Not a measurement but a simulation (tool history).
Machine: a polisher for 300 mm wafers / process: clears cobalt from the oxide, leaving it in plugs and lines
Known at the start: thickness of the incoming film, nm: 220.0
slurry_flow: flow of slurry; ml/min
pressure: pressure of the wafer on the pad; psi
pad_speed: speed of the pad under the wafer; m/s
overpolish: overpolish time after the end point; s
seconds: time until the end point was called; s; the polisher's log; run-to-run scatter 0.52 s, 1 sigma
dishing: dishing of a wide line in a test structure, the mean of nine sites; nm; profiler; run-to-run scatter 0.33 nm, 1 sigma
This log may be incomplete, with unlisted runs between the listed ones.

run	day	slurry_flow	pressure	pad_speed	overpolish	seconds	dishing
1	0.000	185	2.3	1.16	18	35.705	56.075
2	0.158	185	2.8	1.16	18	29.834	63.682
3	0.354	185	2.3	1.20	15	35.372	52.606
4	0.579	185	2.7	1.20	15	29.632	56.918
5	0.658	185	2.7	1.20	22	29.743	67.755
6	0.988	165	2.2	1.26	17	35.420	55.602
7	1.354	200	1.9	1.26	14	39.474	48.370
8	1.717	225	1.7	1.28	12	42.665	42.021
9	1.871	240	1.5	1.32	10	46.228	34.661

What will run 10 give?
10	2.225	255	1.4	1.38	9	?	?

Run 10 came out at seconds 46.457 s, dishing 32.284 nm.
